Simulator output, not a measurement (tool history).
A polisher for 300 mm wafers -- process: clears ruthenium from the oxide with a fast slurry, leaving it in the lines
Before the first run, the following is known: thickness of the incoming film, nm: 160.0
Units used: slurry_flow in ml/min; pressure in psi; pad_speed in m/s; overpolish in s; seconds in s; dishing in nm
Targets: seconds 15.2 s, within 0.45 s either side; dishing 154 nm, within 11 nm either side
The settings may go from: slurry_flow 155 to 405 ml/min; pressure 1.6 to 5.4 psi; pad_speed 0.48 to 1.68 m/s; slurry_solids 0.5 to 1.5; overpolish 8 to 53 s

run,hour,slurry_flow,pressure,pad_speed,slurry_solids,overpolish,seconds,dishing
1,0,260,3.5,1.08,1,27,28.023,102.18
2,0.8,260,3.5,1.08,1,34,27.896,122.16
3,9.7,265,4.1,1.1,1,32,23.403,124.83
4,14.8,265,4.5,1.12,1,32,21.069,131.67
5,23.4,270,4.8,1.16,1,32,18.981,134.73
6,29.9,270,5,1.18,1,33,18.051,138.98
7,31.3,270,5,1.18,1,33,17.822,140.23
8,37.7,270,5.1,1.2,1,33,17.383,140.72
9,41.7,270,5.2,1.22,1,34,16.732,144.6
10,46.3,280,5.4,1.26,1,34,15.726,150.31

Of the 5 settings listed for the next run, only one would bring every result within its allowed miss of target. Which one?
A,50.9,320,5.4,1.44,0.8,36,?,?
B,50.9,360,4.5,1.32,1.15,39,?,?
C,50.9,240,5.1,1.36,0.95,33,?,?
D,50.9,315,5.1,1.24,0.95,38,?,?
E,50.9,240,5.4,1.28,0.95,34,?,?

move,seconds,dishing
A,15.371,151.23
B,16.485,151.67
C,16.065,145.12
D,17.179,148.67
E,16.137,146.36
A: each result inside its tolerance
B: misses by more than the last run did
C: misses by more than the last run did
D: misses by more than the last run did
E: misses by more than the last run did
Move A is the one to make.

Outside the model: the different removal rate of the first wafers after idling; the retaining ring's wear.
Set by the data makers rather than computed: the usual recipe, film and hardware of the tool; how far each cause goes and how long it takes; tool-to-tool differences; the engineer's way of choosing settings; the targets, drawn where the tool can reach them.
